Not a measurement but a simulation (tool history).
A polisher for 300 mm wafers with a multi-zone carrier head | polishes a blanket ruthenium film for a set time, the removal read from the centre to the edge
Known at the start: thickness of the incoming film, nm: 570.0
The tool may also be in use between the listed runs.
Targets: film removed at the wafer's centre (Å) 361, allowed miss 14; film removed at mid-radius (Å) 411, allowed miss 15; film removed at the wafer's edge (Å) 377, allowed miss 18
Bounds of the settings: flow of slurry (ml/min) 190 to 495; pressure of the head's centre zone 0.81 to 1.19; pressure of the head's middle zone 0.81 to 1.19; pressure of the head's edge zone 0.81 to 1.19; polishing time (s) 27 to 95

| run | day | flow of slurry (ml/min) | pressure of the head's centre zone | pressure of the head's middle zone | pressure of the head's edge zone | polishing time (s) | film removed at the wafer's centre (Å) | film removed at mid-radius (Å) | film removed at the wafer's edge (Å) |
|---|---|---|---|---|---|---|---|---|---|
| 1 | 0 | 320 | 1 | 1 | 1 | 61 | 578.56 | 580.63 | 574.15 |
| 2 | 0.058 | 400 | 1 | 1 | 1 | 61 | 587.4 | 596.15 | 566.28 |
| 3 | 0.092 | 400 | 1 | 1 | 0.96 | 61 | 592.95 | 594.14 | 564.64 |
| 4 | 0.429 | 400 | 1 | 1 | 0.96 | 56 | 550.17 | 552.29 | 529.49 |
| 5 | 0.688 | 400 | 1 | 1 | 0.96 | 48 | 459.45 | 459.46 | 452.85 |
| 6 | 0.854 | 400 | 1 | 1 | 1.05 | 48 | 470.79 | 463.02 | 473.16 |
| 7 | 1.208 | 415 | 0.98 | 1.01 | 1.02 | 45 | 428.45 | 437.37 | 429.45 |
| 8 | 1.438 | 425 | 0.96 | 1.01 | 1.01 | 44 | 413.05 | 428.69 | 415.55 |
| 9 | 1.55 | 430 | 0.94 | 1.01 | 1 | 44 | 400.14 | 428.66 | 414.92 |
| 10 | 1.783 | 440 | 0.93 | 1.01 | 0.99 | 43 | 392.9 | 415.15 | 413.93 |
| 11 | 1.812 | 445 | 0.93 | 1.03 | 0.98 | 42 | 374.37 | 421.79 | 399.86 |

Which of these 4 next moves meets every target?
| A | 1.842 | 385 | 0.88 | 0.92 | 1.09 | 43 | ? | ? | ? |
| B | 1.842 | 445 | 0.89 | 1.02 | 0.89 | 41 | ? | ? | ? |
| C | 1.842 | 425 | 0.95 | 0.98 | 1.02 | 39 | ? | ? | ? |
| D | 1.842 | 410 | 0.85 | 0.96 | 1.05 | 47 | ? | ? | ? |

| move | film removed at the wafer's centre (Å) | film removed at mid-radius (Å) | film removed at the wafer's edge (Å) |
|---|---|---|---|
| A | 362.52 | 388.74 | 428.83 |
| B | 354.03 | 408.67 | 373.69 |
| C | 358.29 | 374.43 | 378.27 |
| D | 384.79 | 442.54 | 461.56 |
A: further off than the last run
B: meets every target
C: brings the result that was furthest off to its target, and leaves another outside
D: further off than the last run
Answer: B
